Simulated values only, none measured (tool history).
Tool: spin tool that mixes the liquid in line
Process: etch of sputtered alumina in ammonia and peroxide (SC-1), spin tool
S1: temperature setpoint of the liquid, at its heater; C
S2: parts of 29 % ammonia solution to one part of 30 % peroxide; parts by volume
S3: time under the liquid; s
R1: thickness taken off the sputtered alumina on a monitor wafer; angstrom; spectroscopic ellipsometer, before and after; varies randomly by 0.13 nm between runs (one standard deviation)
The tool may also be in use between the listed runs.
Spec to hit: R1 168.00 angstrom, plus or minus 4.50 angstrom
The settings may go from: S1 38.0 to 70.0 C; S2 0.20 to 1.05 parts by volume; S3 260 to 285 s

| run | day | S1 | S2 | S3 | R1 |
|---|---|---|---|---|---|
| 1 | 0.000 | 54.0 | 0.55 | 260 | 128.72 |
| 2 | 0.271 | 55.5 | 0.55 | 260 | 140.17 |
| 3 | 0.638 | 55.5 | 0.55 | 285 | 151.68 |
| 4 | 0.938 | 53.0 | 0.55 | 285 | 132.84 |
| 5 | 1.021 | 54.0 | 0.55 | 285 | 142.72 |
| 6 | 1.100 | 55.0 | 0.55 | 285 | 149.29 |
| 7 | 1.462 | 55.5 | 0.55 | 285 | 152.09 |
| 8 | 1.692 | 56.0 | 0.55 | 285 | 156.23 |
| 9 | 1.883 | 56.0 | 0.55 | 285 | 157.73 |
| 10 | 1.921 | 56.5 | 0.55 | 285 | 160.64 |

Which one of the following 4 next-run settings gets every result inside its allowed miss? There is exactly one.
| A | 1.958 | 58.5 | 0.35 | 275 | ? |
| B | 1.958 | 59.5 | 0.25 | 285 | ? |
| C | 1.958 | 57.5 | 0.45 | 260 | ? |
| D | 1.958 | 57.5 | 0.55 | 260 | ? |

| move | R1 |
|---|---|
| A | 167.81 |
| B | 177.39 |
| C | 154.24 |
| D | 157.20 |
A: every result lands within tolerance
B: carries the result that was furthest off beyond its target, to the other side
C: lands further from the targets than the last run did
D: lands further from the targets than the last run did
A is the move that brings every result within its allowed miss.

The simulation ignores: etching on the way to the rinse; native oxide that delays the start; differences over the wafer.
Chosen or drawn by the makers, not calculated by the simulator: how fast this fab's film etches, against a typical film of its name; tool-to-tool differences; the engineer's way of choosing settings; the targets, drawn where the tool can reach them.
